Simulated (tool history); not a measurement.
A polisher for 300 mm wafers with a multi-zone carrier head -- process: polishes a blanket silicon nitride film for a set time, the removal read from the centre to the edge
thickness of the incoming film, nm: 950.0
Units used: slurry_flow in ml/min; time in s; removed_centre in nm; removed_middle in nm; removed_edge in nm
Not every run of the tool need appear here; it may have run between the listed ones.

run  hour  slurry_flow  centre_zone  middle_zone  edge_zone  time  removed_centre  removed_middle  removed_edge
  1   0.0          205         1.00         1.00       1.00    46         104.220         102.270       104.000
  2   5.9          205         0.95         1.00       1.00    46          97.774         102.230       103.920
  3  13.1          205         0.95         1.06       1.00    46         100.170         104.740       102.740
  4  13.7          205         0.95         1.06       0.97    46          97.634         107.710       101.440
  5  17.8          205         1.00         1.06       0.97    46         104.190         107.620       101.080
  6  18.9          205         1.00         1.06       0.97    36          82.633          84.161        79.752
  7  22.3          205         0.98         1.04       1.00    37          81.947          84.611        84.329

Forecast run 8:
  8  30.7          220         0.94         0.94       1.10    39               ?               ?             ?

Run 8 yielded removed_centre 83.481 nm, removed_middle 83.511 nm, removed_edge 92.584 nm.
